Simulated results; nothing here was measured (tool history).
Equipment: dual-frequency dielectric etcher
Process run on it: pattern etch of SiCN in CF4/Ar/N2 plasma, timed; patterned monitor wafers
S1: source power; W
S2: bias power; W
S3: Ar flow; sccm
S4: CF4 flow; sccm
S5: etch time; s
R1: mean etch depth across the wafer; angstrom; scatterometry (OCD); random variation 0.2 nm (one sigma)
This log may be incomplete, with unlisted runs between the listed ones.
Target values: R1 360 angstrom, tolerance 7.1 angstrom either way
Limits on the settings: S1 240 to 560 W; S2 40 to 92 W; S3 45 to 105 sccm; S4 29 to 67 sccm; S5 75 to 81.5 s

run,day,S1,S2,S3,S4,S5,R1
1,0,400,66,75,48,81.5,543.45
2,0.25,400,66,75,40,81.5,517.38
3,0.288,350,66,75,40,81.5,470.48
4,0.629,350,71,75,40,81.5,482.62
5,0.958,320,71,75,40,81.5,440.31
6,1.15,320,71,75,45,81.5,447.03
7,1.396,310,70,75,45,81.5,438.98
8,1.521,300,69,76,45,81.5,421.41
9,1.754,240,66,77,45,81.5,342.83

Of the 5 settings listed for the next run, only one would bring every result within its allowed miss of target. Which one?
A,1.988,270,60,71,43,75,?
B,1.988,250,70,76,43,81,?
C,1.988,270,59,93,46,77,?
D,1.988,260,69,69,35,78.5,?
E,1.988,260,64,83,43,75,?

move,R1
A,342.85
B,358
C,343.04
D,346.74
E,330.91
A: roughly where the last run was
B: meets every target
C: roughly where the last run was
D: moves toward the targets from the last run without getting all of them in spec
E: moves away from the targets compared with the last run
B is the move that brings every result within its allowed miss.

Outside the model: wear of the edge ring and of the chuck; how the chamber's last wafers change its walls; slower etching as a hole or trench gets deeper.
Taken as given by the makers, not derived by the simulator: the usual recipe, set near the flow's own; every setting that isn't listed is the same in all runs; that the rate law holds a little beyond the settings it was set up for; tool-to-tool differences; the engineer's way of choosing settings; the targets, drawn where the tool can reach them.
